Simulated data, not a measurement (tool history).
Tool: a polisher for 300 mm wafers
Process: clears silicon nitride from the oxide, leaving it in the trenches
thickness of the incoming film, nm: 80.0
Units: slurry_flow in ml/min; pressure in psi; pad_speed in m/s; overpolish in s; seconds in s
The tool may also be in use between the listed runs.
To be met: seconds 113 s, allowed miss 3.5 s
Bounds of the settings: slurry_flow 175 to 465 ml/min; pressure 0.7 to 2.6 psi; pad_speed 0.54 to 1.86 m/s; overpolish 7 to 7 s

| run | hour | slurry_flow | pressure | pad_speed | overpolish | seconds |
|---|---|---|---|---|---|---|
| 1 | 0 | 295 | 1.6 | 1.18 | 7 | 146.23 |
| 2 | 1.9 | 295 | 1.6 | 1.4 | 7 | 123.7 |
| 3 | 8.8 | 295 | 1.6 | 1.4 | 7 | 123.64 |
| 4 | 11.1 | 295 | 1.4 | 1.4 | 7 | 141.07 |
| 5 | 14.4 | 295 | 1.6 | 1.4 | 7 | 124.52 |
| 6 | 18.7 | 295 | 1.4 | 1.4 | 7 | 139.51 |
| 7 | 20.1 | 295 | 1.4 | 1.4 | 7 | 140.41 |
| 8 | 27.7 | 295 | 1.6 | 1.4 | 7 | 126.23 |
| 9 | 36.5 | 295 | 1.7 | 1.4 | 7 | 116.17 |
| 10 | 37.6 | 295 | 1.7 | 1.4 | 7 | 116.91 |

Which of these 5 next moves meets every target?
| A | 38.7 | 320 | 1.6 | 1.42 | 7 | ? |
| B | 38.7 | 215 | 1.3 | 1.82 | 7 | ? |
| C | 38.7 | 295 | 1.7 | 1.32 | 7 | ? |
| D | 38.7 | 215 | 2.3 | 1.06 | 7 | ? |
| E | 38.7 | 295 | 1.9 | 1.3 | 7 | ? |

| move | seconds |
|---|---|
| A | 122.37 |
| B | 123.17 |
| C | 124.77 |
| D | 119.18 |
| E | 113.62 |
A: further off than the last run
B: further off than the last run
C: further off than the last run
D: further off than the last run
E: meets every target
Move E is the one to make.
